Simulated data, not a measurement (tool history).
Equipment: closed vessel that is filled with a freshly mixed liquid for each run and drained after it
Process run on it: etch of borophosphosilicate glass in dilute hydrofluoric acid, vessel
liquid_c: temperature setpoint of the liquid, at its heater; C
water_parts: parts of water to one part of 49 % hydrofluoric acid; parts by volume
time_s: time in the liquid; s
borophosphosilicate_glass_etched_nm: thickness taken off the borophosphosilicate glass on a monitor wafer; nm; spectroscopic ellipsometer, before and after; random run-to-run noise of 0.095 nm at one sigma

run	hour	liquid_c	water_parts	time_s	borophosphosilicate_glass_etched_nm
1	0.0	26.0	65	30	43.176
2	7.4	23.5	65	30	39.386
3	10.6	26.5	65	30	44.369
4	14.5	25.0	65	30	41.438
5	21.2	23.0	65	30	38.317
6	30.4	23.0	75	30	33.010
7	34.3	23.0	75	30	32.841
8	38.6	22.0	75	30	31.584
9	45.4	21.5	75	30	30.832

Forecast run 10:
10	53.8	21.5	75	30	?

Run 10 gave borophosphosilicate_glass_etched_nm 30.860 nm.

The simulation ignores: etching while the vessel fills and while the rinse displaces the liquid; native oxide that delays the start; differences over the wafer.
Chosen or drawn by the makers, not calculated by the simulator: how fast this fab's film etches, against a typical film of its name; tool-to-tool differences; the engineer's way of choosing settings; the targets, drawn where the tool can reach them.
